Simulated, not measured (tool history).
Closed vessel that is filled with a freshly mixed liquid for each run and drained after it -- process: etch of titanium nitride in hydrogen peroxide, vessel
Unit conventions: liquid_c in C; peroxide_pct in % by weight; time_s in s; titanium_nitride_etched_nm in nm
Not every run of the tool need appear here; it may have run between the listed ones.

run 1 day=0.000 | liquid_c=46.0 peroxide_pct=19.0 time_s=930 | titanium_nitride_etched_nm=20.594
run 2 day=0.367 | liquid_c=46.0 peroxide_pct=19.0 time_s=720 | titanium_nitride_etched_nm=15.989
run 3 day=0.600 | liquid_c=46.0 peroxide_pct=17.5 time_s=720 | titanium_nitride_etched_nm=15.751
run 4 day=0.721 | liquid_c=47.0 peroxide_pct=17.5 time_s=720 | titanium_nitride_etched_nm=16.894
run 5 day=0.758 | liquid_c=44.5 peroxide_pct=17.5 time_s=720 | titanium_nitride_etched_nm=14.265
run 6 day=1.033 | liquid_c=46.0 peroxide_pct=17.5 time_s=720 | titanium_nitride_etched_nm=16.053

Run 7 is up next; what results do you expect?
run 7 day=1.196 | liquid_c=47.0 peroxide_pct=17.5 time_s=720 | titanium_nitride_etched_nm=?

{"run 7": {"titanium_nitride_etched_nm": 16.992}}
